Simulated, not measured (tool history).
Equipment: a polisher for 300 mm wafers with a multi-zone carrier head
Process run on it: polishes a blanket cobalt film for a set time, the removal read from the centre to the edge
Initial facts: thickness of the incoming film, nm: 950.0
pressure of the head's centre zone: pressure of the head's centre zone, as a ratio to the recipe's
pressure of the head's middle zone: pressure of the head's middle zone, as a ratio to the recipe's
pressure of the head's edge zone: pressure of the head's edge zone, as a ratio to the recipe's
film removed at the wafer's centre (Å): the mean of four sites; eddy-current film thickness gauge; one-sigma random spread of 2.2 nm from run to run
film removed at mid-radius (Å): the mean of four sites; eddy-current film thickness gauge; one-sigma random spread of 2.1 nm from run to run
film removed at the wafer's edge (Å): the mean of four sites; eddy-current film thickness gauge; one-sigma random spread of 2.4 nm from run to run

| run | hour | flow of slurry (ml/min) | pressure of the head's centre zone | pressure of the head's middle zone | pressure of the head's edge zone | polishing time (s) | film removed at the wafer's centre (Å) | film removed at mid-radius (Å) | film removed at the wafer's edge (Å) |
|---|---|---|---|---|---|---|---|---|---|
| 1 | 0.0 | 255 | 1.00 | 1.00 | 1.00 | 66 | 3654.2 | 3566.9 | 3590.8 |
| 2 | 7.7 | 255 | 1.00 | 1.00 | 1.00 | 53 | 2894.7 | 2840.9 | 2904.6 |
| 3 | 10.5 | 255 | 1.00 | 1.00 | 0.95 | 53 | 2898.5 | 2781.1 | 2834.8 |
| 4 | 17.2 | 255 | 1.00 | 1.00 | 0.95 | 43 | 2369.9 | 2295.9 | 2287.5 |
| 5 | 19.4 | 255 | 1.00 | 1.00 | 1.00 | 43 | 2361.8 | 2268.0 | 2378.9 |
| 6 | 24.3 | 265 | 1.02 | 0.98 | 1.05 | 47 | 2611.4 | 2480.3 | 2638.8 |
| 7 | 30.5 | 265 | 1.02 | 0.98 | 1.05 | 47 | 2632.3 | 2484.2 | 2662.3 |
| 8 | 37.4 | 275 | 1.03 | 0.95 | 1.09 | 49 | 2787.7 | 2523.7 | 2793.9 |
| 9 | 43.1 | 265 | 1.03 | 0.92 | 1.12 | 52 | 2949.3 | 2605.3 | 3015.4 |
| 10 | 47.2 | 265 | 1.03 | 0.90 | 1.14 | 53 | 2986.2 | 2594.9 | 3122.4 |
| 11 | 49.6 | 270 | 1.03 | 0.89 | 1.15 | 54 | 3086.0 | 2626.5 | 3158.4 |
| 12 | 57.9 | 270 | 1.03 | 0.88 | 1.16 | 55 | 3142.4 | 2637.3 | 3295.1 |
| 13 | 64.3 | 285 | 1.03 | 0.88 | 1.17 | 55 | 3124.5 | 2673.8 | 3296.4 |
| 14 | 65.9 | 295 | 1.04 | 0.88 | 1.18 | 55 | 3183.8 | 2651.5 | 3293.2 |

Run 15 comes next. What will it give?
| 15 | 74.5 | 295 | 1.04 | 0.88 | 1.18 | 56 | ? | ? | ? |

Logged for run 15: film removed at the wafer's centre (Å) 3202.8, film removed at mid-radius (Å) 2725.8, film removed at the wafer's edge (Å) 3370.9.
